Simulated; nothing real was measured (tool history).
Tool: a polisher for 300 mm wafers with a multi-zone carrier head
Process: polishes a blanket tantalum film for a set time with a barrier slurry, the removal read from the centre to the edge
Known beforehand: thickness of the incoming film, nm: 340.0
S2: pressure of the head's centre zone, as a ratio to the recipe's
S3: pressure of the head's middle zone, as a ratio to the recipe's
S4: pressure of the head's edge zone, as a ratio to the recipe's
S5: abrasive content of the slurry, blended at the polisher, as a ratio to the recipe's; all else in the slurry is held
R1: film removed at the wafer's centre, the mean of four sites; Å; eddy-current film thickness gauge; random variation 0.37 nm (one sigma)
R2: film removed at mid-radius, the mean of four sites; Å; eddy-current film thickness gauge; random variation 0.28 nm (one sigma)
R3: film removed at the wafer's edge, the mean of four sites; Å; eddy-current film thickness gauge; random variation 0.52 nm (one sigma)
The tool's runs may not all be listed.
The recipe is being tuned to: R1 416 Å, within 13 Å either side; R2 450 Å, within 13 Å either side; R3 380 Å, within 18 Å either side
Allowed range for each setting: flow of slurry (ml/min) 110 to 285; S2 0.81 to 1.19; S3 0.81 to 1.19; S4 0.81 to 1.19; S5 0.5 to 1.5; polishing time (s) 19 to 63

{"run": 1, "hour": 0.0, "flow of slurry (ml/min)": 180, "S2": 1, "S3": 1, "S4": 1, "S5": 1, "polishing time (s)": 41, "R1": 524.28, "R2": 522.18, "R3": 517.26}
{"run": 2, "hour": 1.3, "flow of slurry (ml/min)": 180, "S2": 0.99, "S3": 1.02, "S4": 0.95, "S5": 0.85, "polishing time (s)": 40, "R1": 469.81, "R2": 470.85, "R3": 452.98}
{"run": 3, "hour": 6.6, "flow of slurry (ml/min)": 170, "S2": 0.98, "S3": 1.05, "S4": 0.91, "S5": 0.85, "polishing time (s)": 40, "R1": 453.97, "R2": 480.6, "R3": 445.73}
{"run": 4, "hour": 10.6, "flow of slurry (ml/min)": 170, "S2": 0.98, "S3": 1.09, "S4": 0.91, "S5": 0.85, "polishing time (s)": 40, "R1": 454.51, "R2": 490.34, "R3": 444.66}
{"run": 5, "hour": 15.8, "flow of slurry (ml/min)": 170, "S2": 0.98, "S3": 1.09, "S4": 0.96, "S5": 0.85, "polishing time (s)": 40, "R1": 454.18, "R2": 489.75, "R3": 466.19}
{"run": 6, "hour": 22.0, "flow of slurry (ml/min)": 170, "S2": 0.98, "S3": 1.04, "S4": 0.96, "S5": 0.85, "polishing time (s)": 40, "R1": 456.13, "R2": 478.17, "R3": 453.72}
{"run": 7, "hour": 23.3, "flow of slurry (ml/min)": 155, "S2": 0.98, "S3": 1.05, "S4": 0.91, "S5": 0.8, "polishing time (s)": 40, "R1": 431.75, "R2": 452.95, "R3": 417.71}
{"run": 8, "hour": 31.1, "flow of slurry (ml/min)": 150, "S2": 0.98, "S3": 1.06, "S4": 0.88, "S5": 0.8, "polishing time (s)": 40, "R1": 420.87, "R2": 458.05, "R3": 415.36}

Which one of the following 4 next-run settings gets every result inside its allowed miss? There is exactly one.
{"run": "A", "hour": 38.9, "flow of slurry (ml/min)": 160, "S2": 0.89, "S3": 0.97, "S4": 1.11, "S5": 0.75, "polishing time (s)": 44, "R1": "?", "R2": "?", "R3": "?"}
{"run": "B", "hour": 38.9, "flow of slurry (ml/min)": 175, "S2": 0.99, "S3": 1.1, "S4": 0.81, "S5": 0.9, "polishing time (s)": 35, "R1": "?", "R2": "?", "R3": "?"}
{"run": "C", "hour": 38.9, "flow of slurry (ml/min)": 140, "S2": 0.98, "S3": 1.05, "S4": 1.07, "S5": 0.6, "polishing time (s)": 51, "R1": "?", "R2": "?", "R3": "?"}
{"run": "D", "hour": 38.9, "flow of slurry (ml/min)": 135, "S2": 0.92, "S3": 1.07, "S4": 0.99, "S5": 0.8, "polishing time (s)": 42, "R1": "?", "R2": "?", "R3": "?"}

move=A R1=414.34 R2=454.99 R3=501.68
move=B R1=417.13 R2=453.91 R3=387.57
move=C R1=420.99 R2=448.22 R3=458.53
move=D R1=410.26 R2=473.36 R3=459.86
A: misses by more than the last run did
B: in spec on every target
C: misses by more than the last run did
D: misses by more than the last run did
So the answer is move B, the one that meets all the targets.
